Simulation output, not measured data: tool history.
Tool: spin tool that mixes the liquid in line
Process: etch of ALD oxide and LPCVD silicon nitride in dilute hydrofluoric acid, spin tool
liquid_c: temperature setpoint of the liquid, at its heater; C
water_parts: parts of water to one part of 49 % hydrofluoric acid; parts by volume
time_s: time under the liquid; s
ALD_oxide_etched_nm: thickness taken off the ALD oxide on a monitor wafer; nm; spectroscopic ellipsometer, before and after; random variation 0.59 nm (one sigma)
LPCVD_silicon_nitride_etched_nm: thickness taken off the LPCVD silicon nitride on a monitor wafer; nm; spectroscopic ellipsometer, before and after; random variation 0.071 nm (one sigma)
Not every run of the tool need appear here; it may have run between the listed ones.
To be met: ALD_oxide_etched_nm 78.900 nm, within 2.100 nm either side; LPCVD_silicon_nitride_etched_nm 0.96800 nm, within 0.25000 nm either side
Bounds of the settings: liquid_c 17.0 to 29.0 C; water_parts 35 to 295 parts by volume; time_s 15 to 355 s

run,hour,liquid_c,water_parts,time_s,ALD_oxide_etched_nm,LPCVD_silicon_nitride_etched_nm
1,0.0,21.0,165,180,29.680,0.47371
2,1.2,21.0,125,180,41.298,0.59998
3,5.7,21.0,125,225,51.891,0.75827
4,13.2,21.0,170,225,36.096,0.55005
5,17.4,21.0,120,225,53.796,0.74702
6,19.7,21.0,100,225,67.565,0.85662
7,24.0,21.5,100,225,66.896,0.89229
8,27.0,22.0,100,225,69.091,0.97061

Next run, 4 choices. One meets every target within its allowed miss, the rest don't. Which?
A,30.0,18.5,80,230,?,?
B,30.0,26.0,115,210,?,?
C,30.0,28.5,125,280,?,?
D,30.0,20.0,85,220,?,?

move,ALD_oxide_etched_nm,LPCVD_silicon_nitride_etched_nm
A,78.165,1.03120
B,64.173,1.08270
C,85.307,1.55390
D,74.444,1.03000
A: all results in spec
B: the biggest miss grows against the last run
C: takes the result that was furthest off past its target
D: closes in on the targets versus the last run, not all within tolerance yet
Correct choice: A, which meets every target
